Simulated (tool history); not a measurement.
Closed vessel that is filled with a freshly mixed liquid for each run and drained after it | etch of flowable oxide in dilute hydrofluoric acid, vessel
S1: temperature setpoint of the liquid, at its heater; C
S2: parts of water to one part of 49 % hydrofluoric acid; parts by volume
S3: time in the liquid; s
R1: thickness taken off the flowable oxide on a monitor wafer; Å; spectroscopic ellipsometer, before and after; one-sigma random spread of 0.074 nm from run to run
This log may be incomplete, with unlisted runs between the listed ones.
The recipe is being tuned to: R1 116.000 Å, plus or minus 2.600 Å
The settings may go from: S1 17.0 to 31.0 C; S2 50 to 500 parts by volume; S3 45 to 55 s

run,day,S1,S2,S3,R1
1,0.000,23.0,275,55,37.149
2,0.308,23.0,235,55,45.436
3,0.375,23.0,235,45,37.269
4,0.471,24.5,200,45,47.816
5,0.554,25.5,170,45,60.205
6,0.662,23.5,170,45,55.753
7,1.012,25.0,150,45,68.315
8,1.204,26.0,140,45,78.034
9,1.533,27.0,135,45,83.600
10,1.804,31.0,90,45,154.650
11,1.975,30.5,90,45,151.400
12,2.075,30.0,90,45,146.870
13,2.329,29.5,90,45,147.430
14,2.496,29.0,90,45,142.620
15,2.762,28.5,90,45,140.860
16,3.108,28.0,90,45,139.680
17,3.250,27.0,90,45,133.050
18,3.346,26.5,90,45,129.920
19,3.404,26.0,90,45,128.430
20,3.738,25.5,90,45,124.830
21,3.842,25.0,90,45,122.100
22,4.142,24.5,90,45,121.520

Of the 5 settings listed for the next run, only one would bring every result within its allowed miss of target. Which one?
A,4.442,24.5,95,50,?
B,4.442,22.0,85,45,?
C,4.442,28.0,105,50,?
D,4.442,24.0,105,55,?
E,4.442,25.0,105,55,?

move,R1
A,126.830
B,116.800
C,129.750
D,122.230
E,127.130
A: the biggest miss grows against the last run
B: every result lands within tolerance
C: the biggest miss grows against the last run
D: the biggest miss grows against the last run
E: the biggest miss grows against the last run
Answer: B
